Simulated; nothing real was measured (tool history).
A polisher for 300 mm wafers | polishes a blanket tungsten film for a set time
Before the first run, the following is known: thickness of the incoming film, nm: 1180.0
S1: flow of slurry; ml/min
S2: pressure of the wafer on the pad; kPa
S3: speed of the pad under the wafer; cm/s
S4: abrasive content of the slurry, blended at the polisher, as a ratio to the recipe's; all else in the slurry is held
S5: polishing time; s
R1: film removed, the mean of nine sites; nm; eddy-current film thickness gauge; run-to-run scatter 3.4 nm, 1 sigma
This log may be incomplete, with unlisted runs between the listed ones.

run 1 hour=0 | S1=275 S2=24.8 S3=100 S4=1 S5=102 | R1=475.61
run 2 hour=4.1 | S1=275 S2=26.9 S3=100 S4=1 S5=102 | R1=518.34
run 3 hour=8.1 | S1=275 S2=31.7 S3=100 S4=1 S5=102 | R1=616.58
run 4 hour=15.4 | S1=275 S2=31.7 S3=100 S4=1 S5=107 | R1=627.23
run 5 hour=19.1 | S1=275 S2=29.6 S3=100 S4=1 S5=107 | R1=589.07
run 6 hour=28.2 | S1=275 S2=28.3 S3=100 S4=1 S5=107 | R1=567.33

For run 7, what comes out?
run 7 hour=34.4 | S1=275 S2=26.9 S3=100 S4=1 S5=107 | R1=?

R1: 540.59 nm
